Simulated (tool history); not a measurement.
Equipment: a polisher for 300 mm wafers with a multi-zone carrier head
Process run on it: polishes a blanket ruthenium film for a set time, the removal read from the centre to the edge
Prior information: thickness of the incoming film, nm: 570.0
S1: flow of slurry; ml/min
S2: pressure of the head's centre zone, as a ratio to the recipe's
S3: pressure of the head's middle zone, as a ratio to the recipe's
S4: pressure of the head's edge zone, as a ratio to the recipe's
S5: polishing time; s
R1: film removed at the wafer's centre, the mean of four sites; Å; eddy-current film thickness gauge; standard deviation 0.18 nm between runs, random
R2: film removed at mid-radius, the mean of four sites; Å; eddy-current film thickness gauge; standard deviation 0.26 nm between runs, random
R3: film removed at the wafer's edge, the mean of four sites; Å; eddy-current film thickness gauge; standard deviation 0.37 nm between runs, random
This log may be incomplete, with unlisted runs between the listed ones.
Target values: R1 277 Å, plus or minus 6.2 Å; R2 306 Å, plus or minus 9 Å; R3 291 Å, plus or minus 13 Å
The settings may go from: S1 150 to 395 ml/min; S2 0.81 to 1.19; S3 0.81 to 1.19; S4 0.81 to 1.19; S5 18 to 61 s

| run | hour | S1 | S2 | S3 | S4 | S5 | R1 | R2 | R3 |
|---|---|---|---|---|---|---|---|---|---|
| 1 | 0 | 250 | 1 | 1 | 1 | 39 | 438.13 | 418.43 | 418.44 |
| 2 | 5.3 | 245 | 0.97 | 0.99 | 0.97 | 37 | 400.72 | 392.03 | 395.87 |
| 3 | 12.2 | 245 | 0.96 | 1 | 0.95 | 35 | 378.81 | 370.83 | 364.39 |
| 4 | 14.4 | 245 | 0.96 | 1 | 0.91 | 35 | 376.21 | 368.22 | 365.59 |
| 5 | 16.6 | 240 | 0.94 | 1.01 | 0.9 | 34 | 356.58 | 361.5 | 354.64 |
| 6 | 25.5 | 240 | 0.93 | 1.01 | 0.89 | 33 | 343.76 | 355.44 | 338.65 |
| 7 | 30.9 | 235 | 0.91 | 1 | 0.88 | 32 | 321.91 | 340.14 | 323.07 |
| 8 | 36.4 | 225 | 0.9 | 0.99 | 0.87 | 32 | 317.09 | 335.7 | 322.35 |
| 9 | 41.6 | 220 | 0.89 | 0.98 | 0.86 | 32 | 314.77 | 336.24 | 320.15 |
| 10 | 45.6 | 215 | 0.88 | 0.97 | 0.85 | 32 | 309.49 | 324.36 | 314.64 |
| 11 | 52 | 180 | 0.82 | 0.99 | 0.81 | 30 | 259.84 | 296.64 | 287.96 |
| 12 | 60.7 | 190 | 0.82 | 0.99 | 0.81 | 30 | 267.48 | 308.2 | 284.07 |

5 next moves are on the table. One of them brings every result within its allowed miss. Which?
| A | 69.4 | 170 | 0.86 | 0.95 | 0.92 | 32 | ? | ? | ? |
| B | 69.4 | 160 | 0.86 | 0.99 | 0.82 | 31 | ? | ? | ? |
| C | 69.4 | 355 | 0.85 | 1.02 | 0.81 | 26 | ? | ? | ? |
| D | 69.4 | 180 | 0.9 | 1.06 | 0.81 | 31 | ? | ? | ? |
| E | 69.4 | 150 | 0.82 | 1 | 0.83 | 31 | ? | ? | ? |

| move | R1 | R2 | R3 |
|---|---|---|---|
| A | 286.71 | 306.74 | 319.28 |
| B | 273.82 | 303.74 | 290.78 |
| C | 257.39 | 292.33 | 263.71 |
| D | 294.72 | 329.63 | 294.06 |
| E | 256.64 | 301.88 | 289.2 |
A: the result that was furthest off in the last run now lies on the other side of its target
B: in spec on every target
C: its largest miss is bigger than the last run's
D: the result that was furthest off in the last run now lies on the other side of its target
E: its largest miss is bigger than the last run's
Answer: B

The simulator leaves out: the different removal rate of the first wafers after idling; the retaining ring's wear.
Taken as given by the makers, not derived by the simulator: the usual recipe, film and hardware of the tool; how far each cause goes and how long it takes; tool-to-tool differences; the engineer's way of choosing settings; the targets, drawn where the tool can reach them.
